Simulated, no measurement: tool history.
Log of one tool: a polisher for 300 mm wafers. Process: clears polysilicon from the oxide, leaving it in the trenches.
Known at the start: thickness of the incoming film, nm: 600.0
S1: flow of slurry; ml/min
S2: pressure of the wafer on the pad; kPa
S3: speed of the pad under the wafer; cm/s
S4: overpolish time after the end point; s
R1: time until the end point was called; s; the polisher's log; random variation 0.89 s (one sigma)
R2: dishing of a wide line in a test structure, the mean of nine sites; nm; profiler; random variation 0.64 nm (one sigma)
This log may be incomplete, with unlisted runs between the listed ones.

{"run": 1, "hour": 0.0, "S1": 260, "S2": 17.2, "S3": 118, "S4": 11, "R1": 37.469, "R2": 30.483}
{"run": 2, "hour": 1.8, "S1": 260, "S2": 15.9, "S3": 116, "S4": 10, "R1": 41.914, "R2": 29.893}
{"run": 3, "hour": 10.6, "S1": 260, "S2": 14.5, "S3": 116, "S4": 9, "R1": 46.207, "R2": 29.176}
{"run": 4, "hour": 11.8, "S1": 260, "S2": 14.5, "S3": 116, "S4": 13, "R1": 46.114, "R2": 30.251}
{"run": 5, "hour": 19.6, "S1": 260, "S2": 14.5, "S3": 116, "S4": 9, "R1": 45.038, "R2": 30.14}
{"run": 6, "hour": 28.4, "S1": 260, "S2": 12.4, "S3": 116, "S4": 9, "R1": 53.018, "R2": 28.305}
{"run": 7, "hour": 30.8, "S1": 260, "S2": 11.7, "S3": 116, "S4": 9, "R1": 56.308, "R2": 28.665}
{"run": 8, "hour": 37.6, "S1": 260, "S2": 11.0, "S3": 116, "S4": 8, "R1": 60.682, "R2": 28.302}
{"run": 9, "hour": 41.6, "S1": 260, "S2": 11.0, "S3": 116, "S4": 7, "R1": 61.069, "R2": 26.228}

Expected results for the next run?
{"run": 10, "hour": 46.5, "S1": 260, "S2": 10.3, "S3": 116, "S4": 8, "R1": "?", "R2": "?"}

R1: 62.541 s
R2: 27.235 nm

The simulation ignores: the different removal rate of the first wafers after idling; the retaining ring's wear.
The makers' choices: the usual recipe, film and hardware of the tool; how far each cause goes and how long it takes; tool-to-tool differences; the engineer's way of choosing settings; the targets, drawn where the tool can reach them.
